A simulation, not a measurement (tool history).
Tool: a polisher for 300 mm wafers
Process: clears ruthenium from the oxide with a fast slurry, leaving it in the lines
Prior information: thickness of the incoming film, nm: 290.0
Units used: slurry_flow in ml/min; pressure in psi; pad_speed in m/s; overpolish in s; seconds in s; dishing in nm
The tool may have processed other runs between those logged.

run 1 hour=0 | slurry_flow=235 pressure=2.7 pad_speed=1.06 slurry_solids=1 overpolish=16 | seconds=76.039 dishing=53.838
run 2 hour=4.1 | slurry_flow=235 pressure=2.7 pad_speed=1.06 slurry_solids=0.9 overpolish=16 | seconds=80.509 dishing=50.43
run 3 hour=12 | slurry_flow=235 pressure=2.4 pad_speed=1.06 slurry_solids=0.9 overpolish=18 | seconds=89.578 dishing=50.844
run 4 hour=16.7 | slurry_flow=235 pressure=2.2 pad_speed=1.06 slurry_solids=0.9 overpolish=20 | seconds=97.989 dishing=52.018
run 5 hour=21.7 | slurry_flow=235 pressure=2.1 pad_speed=1.06 slurry_solids=0.9 overpolish=21 | seconds=102.18 dishing=53.578
run 6 hour=28.6 | slurry_flow=235 pressure=2.1 pad_speed=1.06 slurry_solids=1.1 overpolish=21 | seconds=91.208 dishing=57.699
run 7 hour=31.5 | slurry_flow=235 pressure=1.9 pad_speed=1.06 slurry_solids=1.1 overpolish=22 | seconds=100.46 dishing=55.062
run 8 hour=37.6 | slurry_flow=235 pressure=1.8 pad_speed=1.06 slurry_solids=1.1 overpolish=23 | seconds=103.87 dishing=52.914

Forecast run 9:
run 9 hour=46.2 | slurry_flow=235 pressure=1.7 pad_speed=1.06 slurry_solids=1.1 overpolish=24 | seconds=? dishing=?

Logged for run 9: seconds 112.66 s, dishing 54.689 nm.
